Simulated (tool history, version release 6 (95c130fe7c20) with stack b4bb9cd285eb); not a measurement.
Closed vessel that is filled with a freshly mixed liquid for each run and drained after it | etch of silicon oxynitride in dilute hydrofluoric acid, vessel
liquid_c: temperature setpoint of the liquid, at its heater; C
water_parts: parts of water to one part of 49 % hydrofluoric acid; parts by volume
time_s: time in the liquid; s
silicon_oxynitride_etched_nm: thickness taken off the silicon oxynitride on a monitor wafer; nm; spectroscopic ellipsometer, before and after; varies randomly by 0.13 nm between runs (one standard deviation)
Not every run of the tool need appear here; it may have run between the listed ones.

run    day  liquid_c  water_parts  time_s  silicon_oxynitride_etched_nm
  1      0        24          130     385                        11.736
  2  0.179        25          130     385                        12.211
  3  0.546        26          125     385                        13.267
  4  0.767      23.5          125     385                        11.957
  5  0.925      23.5          145     385                        9.9635
  6  1.075      23.5          145     290                        7.5647
     1.125  -- hydrofluoric acid flow meter replaced
  7  1.125      24.5          140     290                        9.3103
  8  1.492      25.5          135     290                        10.259

Run 9 has not been measured yet. What should we expect?
  9  1.667      26.5          130     290                             ?

For run 9 the tool returned silicon_oxynitride_etched_nm 11.101 nm.
